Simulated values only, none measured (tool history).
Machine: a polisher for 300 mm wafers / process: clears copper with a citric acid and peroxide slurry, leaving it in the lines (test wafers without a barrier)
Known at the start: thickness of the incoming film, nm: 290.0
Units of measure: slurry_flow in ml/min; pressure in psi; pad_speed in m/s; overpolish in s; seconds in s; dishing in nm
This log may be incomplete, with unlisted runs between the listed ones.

| run | hour | slurry_flow | pressure | pad_speed | slurry_solids | overpolish | seconds | dishing |
|---|---|---|---|---|---|---|---|---|
| 1 | 0.0 | 120 | 2.3 | 1.40 | 1.0 | 17 | 139.81 | 26.201 |
| 2 | 3.4 | 120 | 2.3 | 1.40 | 1.1 | 17 | 137.10 | 26.419 |
| 3 | 5.6 | 120 | 2.3 | 1.12 | 1.1 | 17 | 171.96 | 21.471 |
| 4 | 8.4 | 125 | 2.6 | 1.12 | 1.1 | 19 | 149.85 | 27.316 |
| 5 | 13.3 | 130 | 2.8 | 1.12 | 1.1 | 21 | 137.59 | 31.947 |
| 6 | 18.3 | 130 | 2.8 | 1.12 | 1.1 | 17 | 139.37 | 26.726 |

Run 7 has not been measured yet. What should we expect?
| 7 | 23.3 | 130 | 3.0 | 1.12 | 1.1 | 19 | ? | ? |

seconds: 130.91 s
dishing: 30.858 nm

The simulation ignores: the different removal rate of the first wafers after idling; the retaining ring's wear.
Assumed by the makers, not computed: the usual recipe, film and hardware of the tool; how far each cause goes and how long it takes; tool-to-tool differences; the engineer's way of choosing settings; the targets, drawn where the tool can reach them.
